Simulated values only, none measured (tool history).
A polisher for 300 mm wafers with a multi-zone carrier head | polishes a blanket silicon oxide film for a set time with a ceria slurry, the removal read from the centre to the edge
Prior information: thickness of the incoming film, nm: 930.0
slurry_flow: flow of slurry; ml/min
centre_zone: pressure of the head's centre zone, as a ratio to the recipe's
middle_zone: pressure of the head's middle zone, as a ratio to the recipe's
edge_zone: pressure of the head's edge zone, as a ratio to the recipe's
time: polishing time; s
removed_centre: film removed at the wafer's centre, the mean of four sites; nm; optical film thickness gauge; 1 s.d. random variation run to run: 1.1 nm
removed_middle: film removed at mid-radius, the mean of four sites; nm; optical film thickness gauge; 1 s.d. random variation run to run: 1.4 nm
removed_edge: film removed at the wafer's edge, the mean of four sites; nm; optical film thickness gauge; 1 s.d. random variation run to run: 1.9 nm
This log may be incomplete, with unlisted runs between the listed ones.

| run | day | slurry_flow | centre_zone | middle_zone | edge_zone | time | removed_centre | removed_middle | removed_edge |
|---|---|---|---|---|---|---|---|---|---|
| 1 | 0.000 | 155 | 1.00 | 1.00 | 1.00 | 56 | 271.65 | 266.93 | 276.00 |
| 2 | 0.175 | 155 | 1.00 | 1.08 | 1.00 | 56 | 274.35 | 283.58 | 275.87 |
| 3 | 0.204 | 155 | 1.00 | 1.06 | 0.98 | 53 | 257.53 | 266.84 | 258.07 |
| 4 | 0.371 | 155 | 0.97 | 1.06 | 0.98 | 53 | 249.31 | 266.80 | 255.91 |
| 5 | 0.600 | 155 | 0.97 | 1.04 | 0.96 | 51 | 240.74 | 250.63 | 240.60 |
| 6 | 0.721 | 150 | 0.96 | 1.02 | 0.94 | 50 | 233.52 | 242.66 | 237.26 |
| 7 | 1.046 | 155 | 0.96 | 1.01 | 0.93 | 48 | 225.67 | 231.54 | 221.12 |
| 8 | 1.242 | 155 | 0.86 | 0.91 | 0.83 | 37 | 156.29 | 169.34 | 169.27 |

Run 9, settings as shown, results not yet in. Your forecast:
| 9 | 1.583 | 160 | 0.87 | 0.91 | 0.83 | 37 | ? | ? | ? |

removed_centre: 158.49 nm
removed_middle: 167.25 nm
removed_edge: 165.52 nm
